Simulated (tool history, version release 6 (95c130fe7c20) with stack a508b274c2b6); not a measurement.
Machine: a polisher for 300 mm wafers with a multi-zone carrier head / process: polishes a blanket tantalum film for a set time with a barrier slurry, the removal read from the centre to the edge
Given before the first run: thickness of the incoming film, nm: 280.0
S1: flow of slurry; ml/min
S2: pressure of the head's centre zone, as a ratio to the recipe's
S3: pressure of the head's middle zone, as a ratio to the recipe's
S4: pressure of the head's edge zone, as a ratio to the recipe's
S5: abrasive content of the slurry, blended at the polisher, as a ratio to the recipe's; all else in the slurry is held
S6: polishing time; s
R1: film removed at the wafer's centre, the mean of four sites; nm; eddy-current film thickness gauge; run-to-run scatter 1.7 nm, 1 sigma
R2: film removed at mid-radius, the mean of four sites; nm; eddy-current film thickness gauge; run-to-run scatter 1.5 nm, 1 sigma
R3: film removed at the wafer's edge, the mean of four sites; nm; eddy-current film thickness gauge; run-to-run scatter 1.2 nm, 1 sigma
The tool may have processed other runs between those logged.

{"run": 1, "day": 0.0, "S1": 175, "S2": 1, "S3": 1, "S4": 1, "S5": 1, "S6": 65, "R1": 95.596, "R2": 97.67, "R3": 97.15}
{"run": 2, "day": 0.158, "S1": 175, "S2": 1, "S3": 0.94, "S4": 1, "S5": 1, "S6": 65, "R1": 96.271, "R2": 91.701, "R3": 97.348}
{"run": 3, "day": 0.483, "S1": 175, "S2": 1, "S3": 0.94, "S4": 1, "S5": 0.8, "S6": 65, "R1": 88.265, "R2": 87.626, "R3": 91.361}
{"run": 4, "day": 0.521, "S1": 180, "S2": 1.01, "S3": 0.97, "S4": 1.02, "S5": 0.95, "S6": 66, "R1": 97.609, "R2": 96.251, "R3": 99.354}
{"run": 5, "day": 0.554, "S1": 190, "S2": 1.02, "S3": 1, "S4": 1.05, "S5": 1, "S6": 66, "R1": 99.204, "R2": 102.04, "R3": 103.24}
{"run": 6, "day": 0.775, "S1": 195, "S2": 1.04, "S3": 1.02, "S4": 1.07, "S5": 1.05, "S6": 66, "R1": 103.8, "R2": 104.44, "R3": 106.56}
{"run": 7, "day": 1.067, "S1": 200, "S2": 1.06, "S3": 1.04, "S4": 1.08, "S5": 1.1, "S6": 66, "R1": 109.2, "R2": 108.75, "R3": 106.02}
{"run": 8, "day": 1.15, "S1": 205, "S2": 1.06, "S3": 1.05, "S4": 1.1, "S5": 1.15, "S6": 66, "R1": 107.02, "R2": 109.49, "R3": 109.15}
{"run": 9, "day": 1.258, "S1": 210, "S2": 1.07, "S3": 1.06, "S4": 1.11, "S5": 1.2, "S6": 67, "R1": 113.18, "R2": 116.2, "R3": 112.19}

For run 10, what comes out?
{"run": 10, "day": 1.471, "S1": 215, "S2": 1.08, "S3": 1.06, "S4": 1.12, "S5": 1.25, "S6": 68, "R1": "?", "R2": "?", "R3": "?"}

Run 10 produced R1 117.5 nm, R2 115.69 nm, R3 116.79 nm.
